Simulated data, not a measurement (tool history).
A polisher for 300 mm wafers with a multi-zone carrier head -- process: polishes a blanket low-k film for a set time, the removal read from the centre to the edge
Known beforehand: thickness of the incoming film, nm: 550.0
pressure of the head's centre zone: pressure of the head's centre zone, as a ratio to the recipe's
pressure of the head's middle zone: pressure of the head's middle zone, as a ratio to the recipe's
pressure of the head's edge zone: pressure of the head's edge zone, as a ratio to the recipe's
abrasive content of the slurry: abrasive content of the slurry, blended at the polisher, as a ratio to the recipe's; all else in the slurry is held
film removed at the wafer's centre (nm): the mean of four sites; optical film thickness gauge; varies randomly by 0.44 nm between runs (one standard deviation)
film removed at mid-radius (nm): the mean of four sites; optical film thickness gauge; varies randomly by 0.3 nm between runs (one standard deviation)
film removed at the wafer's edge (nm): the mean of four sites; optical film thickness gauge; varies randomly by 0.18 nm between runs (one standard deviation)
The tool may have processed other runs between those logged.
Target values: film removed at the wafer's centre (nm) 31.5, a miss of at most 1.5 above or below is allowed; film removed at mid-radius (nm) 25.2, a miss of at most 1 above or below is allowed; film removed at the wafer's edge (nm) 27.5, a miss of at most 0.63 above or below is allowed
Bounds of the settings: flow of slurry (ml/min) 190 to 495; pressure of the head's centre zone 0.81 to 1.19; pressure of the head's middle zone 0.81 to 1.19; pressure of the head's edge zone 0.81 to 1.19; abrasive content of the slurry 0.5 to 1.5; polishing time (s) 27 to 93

run	day	flow of slurry (ml/min)	pressure of the head's centre zone	pressure of the head's middle zone	pressure of the head's edge zone	abrasive content of the slurry	polishing time (s)	film removed at the wafer's centre (nm)	film removed at mid-radius (nm)	film removed at the wafer's edge (nm)
1	0	320	1	1	1	1	59	31.232	29.327	30.114
2	0.162	395	1	1	1	1	59	31.481	30.084	30.602
3	0.388	395	1	1	1	1.2	59	33.096	32.195	32.421
4	0.571	395	1	1	1	1.05	59	32.092	30.55	30.634
5	0.742	390	1.01	0.95	0.96	1	59	31.351	28.942	29.698
6	0.996	330	1.01	0.95	0.96	1	59	30.809	28.547	29.368
7	1.296	325	1.04	0.91	0.94	0.95	59	30.817	27.422	28.687
# day 1.596: worn pad replaced by a new one
8	1.596	315	1.11	0.81	0.88	0.9	59	35.749	25.803	28.957
9	1.85	310	1.09	0.81	0.87	0.9	59	34.763	25.891	29.13
10	2.058	310	1.08	0.82	0.87	0.85	59	33.399	25.772	28.695

Which of these 5 next moves meets every target?
A	2.267	270	1.04	0.86	0.9	0.7	64	?	?	?
B	2.267	395	1.05	0.81	0.83	1.05	56	?	?	?
C	2.267	300	1.06	0.84	0.85	0.9	56	?	?	?
D	2.267	380	1.15	0.83	0.98	1	53	?	?	?
E	2.267	360	1.06	0.81	0.9	0.6	69	?	?	?

move	film removed at the wafer's centre (nm)	film removed at mid-radius (nm)	film removed at the wafer's edge (nm)
A	32.435	27.221	29.127
B	34.075	26.992	29.046
C	31.886	25.763	27.362
D	34.667	25.506	28.897
E	34.719	27.256	30.357
A: its largest miss is bigger than the last run's
B: its largest miss is bigger than the last run's
C: every result lands within tolerance
D: its largest miss is bigger than the last run's
E: its largest miss is bigger than the last run's
Move C is the one to make.
